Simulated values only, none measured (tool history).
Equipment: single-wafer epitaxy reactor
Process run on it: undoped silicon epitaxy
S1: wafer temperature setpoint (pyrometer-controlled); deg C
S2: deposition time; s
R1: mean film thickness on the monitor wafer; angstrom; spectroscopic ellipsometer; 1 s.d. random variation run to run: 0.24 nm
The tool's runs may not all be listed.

Run 1, hour 0: S1 645 deg C, S2 543 s. Result: R1 819.61 angstrom.
Run 2, hour 0.7: S1 641 deg C, S2 543 s. Result: R1 759.12 angstrom.
Run 3, hour 8.7: S1 638 deg C, S2 543 s. Result: R1 721.53 angstrom.
Run 4, hour 11: S1 635 deg C, S2 543 s. Result: R1 674.83 angstrom.
Run 5, hour 12.8: S1 645 deg C, S2 543 s. Result: R1 817.01 angstrom.
Run 6, hour 15.9: S1 655 deg C, S2 543 s. Result: R1 990.66 angstrom.

What does the tool deliver on the next run?
Run 7, hour 19.9: S1 647 deg C, S2 542 s. Result: R1 ?.

{"run 7": {"R1": 849.76}}
